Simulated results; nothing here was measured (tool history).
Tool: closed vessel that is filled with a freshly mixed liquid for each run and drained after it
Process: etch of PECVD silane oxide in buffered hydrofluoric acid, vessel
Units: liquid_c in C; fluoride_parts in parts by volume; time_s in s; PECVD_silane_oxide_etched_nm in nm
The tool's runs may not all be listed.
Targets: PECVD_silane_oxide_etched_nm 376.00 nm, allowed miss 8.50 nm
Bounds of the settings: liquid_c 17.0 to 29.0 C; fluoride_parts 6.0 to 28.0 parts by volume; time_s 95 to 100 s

run  hour  liquid_c  fluoride_parts  time_s  PECVD_silane_oxide_etched_nm
  1   0.0      21.0            17.0      95                        258.47
  2   3.9      21.5            17.0      95                        264.61
  3   4.5      21.5            17.0     100                        275.33
  4   6.2      18.5            17.0     100                        234.72
  5  15.0      19.5            17.0     100                        246.17
  6  18.1      20.0            17.0     100                        254.49
  7  20.1      20.5            17.0     100                        262.79
  8  27.6      21.0            17.0     100                        268.77
  9  35.5      21.5            17.0     100                        275.37
 10  44.2      22.0            17.0     100                        283.25
 11  45.7      26.0            17.0     100                        354.57
 12  54.7      26.5            17.0     100                        364.55

Which of these 5 next moves meets every target?
  A  63.7      26.0            16.5      95                             ?
  B  63.7      25.0            16.5     100                             ?
  C  63.7      28.0            18.5      95                             ?
  D  63.7      25.5            16.5     100                             ?
  E  63.7      22.5            12.5      95                             ?

move  PECVD_silane_oxide_etched_nm
   A                        345.95
   B                        344.97
   C                        344.14
   D                        354.45
   E                        375.38
A: further off than the last run
B: further off than the last run
C: further off than the last run
D: further off than the last run
E: meets every target
The right move is E.

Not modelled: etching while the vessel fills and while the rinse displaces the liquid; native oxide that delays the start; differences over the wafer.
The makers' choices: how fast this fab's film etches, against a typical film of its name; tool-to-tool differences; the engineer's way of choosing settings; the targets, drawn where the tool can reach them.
